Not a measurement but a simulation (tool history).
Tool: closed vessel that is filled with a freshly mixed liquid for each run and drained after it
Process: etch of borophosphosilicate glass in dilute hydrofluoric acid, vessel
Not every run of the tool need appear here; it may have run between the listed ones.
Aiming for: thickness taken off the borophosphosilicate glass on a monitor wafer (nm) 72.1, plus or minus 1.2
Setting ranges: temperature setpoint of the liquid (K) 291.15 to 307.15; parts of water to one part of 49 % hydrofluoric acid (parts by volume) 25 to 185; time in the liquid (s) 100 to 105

run,hour,temperature setpoint of the liquid (K),parts of water to one part of 49 % hydrofluoric acid (parts by volume),time in the liquid (s),thickness taken off the borophosphosilicate glass on a monitor wafer (nm)
1,0,299.15,105,100,36.602
2,7.2,301.15,95,100,44.107
3,8.2,301.15,115,100,35.667
4,16.7,301.15,115,100,35.646
5,22,302.65,105,100,41.504
6,23,302.65,105,100,41.907
7,31.2,303.65,95,100,48.497
8,38.5,304.65,90,100,53.803
9,46.8,305.15,85,100,58.024
10,52.3,305.65,80,100,63.764
11,57.9,305.65,80,100,63.471

Below are 5 possible settings for the next run. Only one of them brings all results inside the allowed miss of their targets. Which is it?
A,63.5,304.15,90,100,?
B,63.5,304.15,65,100,?
C,63.5,305.65,85,100,?
D,63.5,305.15,70,100,?
E,63.5,307.15,85,105,?

move,thickness taken off the borophosphosilicate glass on a monitor wafer (nm)
A,52.533
B,75.523
C,59.269
D,72.291
E,65.774
A: the biggest miss grows against the last run
B: takes the result that was furthest off past its target
C: the biggest miss grows against the last run
D: hits every target within its allowed miss
E: closes in on the targets versus the last run, not all within tolerance yet
The right move is D.
